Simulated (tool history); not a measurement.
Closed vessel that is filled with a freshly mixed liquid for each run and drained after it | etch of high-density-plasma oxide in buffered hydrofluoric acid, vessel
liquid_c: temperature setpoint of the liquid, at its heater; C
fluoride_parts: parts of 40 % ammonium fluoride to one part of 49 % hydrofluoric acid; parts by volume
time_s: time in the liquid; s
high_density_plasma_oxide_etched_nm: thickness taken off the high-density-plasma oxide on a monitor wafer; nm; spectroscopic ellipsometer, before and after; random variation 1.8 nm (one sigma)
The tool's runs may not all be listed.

run	hour	liquid_c	fluoride_parts	time_s	high_density_plasma_oxide_etched_nm
1	0.0	22.0	7.5	105	171.55
2	5.4	22.0	7.5	115	187.97
3	8.5	22.5	7.5	115	190.20
4	11.9	23.5	7.5	115	205.45
5	18.3	23.5	9.5	115	162.43
6	20.4	23.5	7.5	115	204.16
7	21.3	24.0	7.5	115	209.12

Forecast run 8:
8	27.0	24.5	7.5	115	?

high_density_plasma_oxide_etched_nm: 217.45 nm
